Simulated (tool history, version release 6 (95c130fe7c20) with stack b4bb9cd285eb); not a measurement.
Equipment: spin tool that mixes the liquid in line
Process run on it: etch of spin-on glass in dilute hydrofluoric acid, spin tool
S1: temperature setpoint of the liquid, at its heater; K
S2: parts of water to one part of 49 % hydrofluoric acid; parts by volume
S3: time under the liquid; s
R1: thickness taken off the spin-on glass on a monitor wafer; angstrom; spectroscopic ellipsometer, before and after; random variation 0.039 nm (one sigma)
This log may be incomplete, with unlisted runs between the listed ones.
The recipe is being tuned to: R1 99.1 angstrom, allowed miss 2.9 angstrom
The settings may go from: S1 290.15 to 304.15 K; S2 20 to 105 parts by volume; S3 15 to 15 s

run	hour	S1	S2	S3	R1
1	0	296.15	55	15	65.516
2	4.5	298.15	55	15	71.168
3	5.1	298.15	55	15	70.601
4	11.8	299.65	55	15	75.075
5	16.6	299.65	65	15	62.99
6	21.7	300.65	60	15	71.402
7	30.6	304.15	45	15	111.07
8	39.3	303.65	45	15	109.44
9	41.6	303.15	45	15	108.09
10	49.7	302.65	45	15	104.96
11	54.6	302.15	45	15	102.54

Which one of the following 5 next-run settings gets every result inside its allowed miss? There is exactly one.
A	59.5	303.15	45	15	?
B	59.5	302.65	45	15	?
C	59.5	303.65	45	15	?
D	59.5	298.15	40	15	?
E	59.5	299.15	40	15	?

move	R1
A	107.67
B	105.57
C	109.81
D	99.751
E	103.93
A: misses by more than the last run did
B: misses by more than the last run did
C: misses by more than the last run did
D: all results land within tolerance of their targets
E: misses by more than the last run did
D meets every target.
